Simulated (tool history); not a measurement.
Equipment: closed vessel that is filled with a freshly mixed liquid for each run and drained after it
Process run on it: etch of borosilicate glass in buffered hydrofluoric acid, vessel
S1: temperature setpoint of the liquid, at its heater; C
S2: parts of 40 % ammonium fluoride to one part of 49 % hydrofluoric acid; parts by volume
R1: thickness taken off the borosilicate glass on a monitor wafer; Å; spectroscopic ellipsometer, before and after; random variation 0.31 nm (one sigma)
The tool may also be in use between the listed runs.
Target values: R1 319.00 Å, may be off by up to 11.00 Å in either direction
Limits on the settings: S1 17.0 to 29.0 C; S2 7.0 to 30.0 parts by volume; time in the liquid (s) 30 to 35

{"run": 1, "hour": 0.0, "S1": 21.0, "S2": 19.0, "time in the liquid (s)": 35, "R1": 216.43}
{"run": 2, "hour": 3.8, "S1": 22.0, "S2": 19.0, "time in the liquid (s)": 35, "R1": 226.58}
{"run": 3, "hour": 9.0, "S1": 23.0, "S2": 19.0, "time in the liquid (s)": 35, "R1": 239.14}
{"run": 4, "hour": 14.2, "S1": 23.5, "S2": 19.0, "time in the liquid (s)": 35, "R1": 246.49}
{"run": 5, "hour": 15.7, "S1": 23.5, "S2": 15.5, "time in the liquid (s)": 35, "R1": 304.25}
{"run": 6, "hour": 18.8, "S1": 23.5, "S2": 10.5, "time in the liquid (s)": 35, "R1": 434.59}
{"run": 7, "hour": 27.9, "S1": 23.0, "S2": 10.5, "time in the liquid (s)": 35, "R1": 429.32}
{"run": 8, "hour": 33.4, "S1": 22.5, "S2": 10.5, "time in the liquid (s)": 35, "R1": 415.88}
{"run": 9, "hour": 34.9, "S1": 22.0, "S2": 10.5, "time in the liquid (s)": 35, "R1": 403.14}
{"run": 10, "hour": 38.9, "S1": 21.5, "S2": 10.5, "time in the liquid (s)": 35, "R1": 396.32}
{"run": 11, "hour": 45.8, "S1": 17.5, "S2": 11.0, "time in the liquid (s)": 35, "R1": 302.98}

Pick the move, out of 5, that brings all results within their allowed miss; only one does.
{"run": "A", "hour": 52.7, "S1": 18.5, "S2": 8.5, "time in the liquid (s)": 30, "R1": "?"}
{"run": "B", "hour": 52.7, "S1": 17.5, "S2": 11.5, "time in the liquid (s)": 35, "R1": "?"}
{"run": "C", "hour": 52.7, "S1": 18.5, "S2": 12.5, "time in the liquid (s)": 35, "R1": "?"}
{"run": "D", "hour": 52.7, "S1": 22.5, "S2": 10.5, "time in the liquid (s)": 30, "R1": "?"}
{"run": "E", "hour": 52.7, "S1": 19.5, "S2": 12.0, "time in the liquid (s)": 35, "R1": "?"}

move=A R1=357.32
move=B R1=297.61
move=C R1=289.64
move=D R1=360.50
move=E R1=318.66
A: pushes the last run's worst result past its target
B: lands further from the targets than the last run did
C: lands further from the targets than the last run did
D: pushes the last run's worst result past its target
E: all results in spec
Correct choice: E, which meets every target

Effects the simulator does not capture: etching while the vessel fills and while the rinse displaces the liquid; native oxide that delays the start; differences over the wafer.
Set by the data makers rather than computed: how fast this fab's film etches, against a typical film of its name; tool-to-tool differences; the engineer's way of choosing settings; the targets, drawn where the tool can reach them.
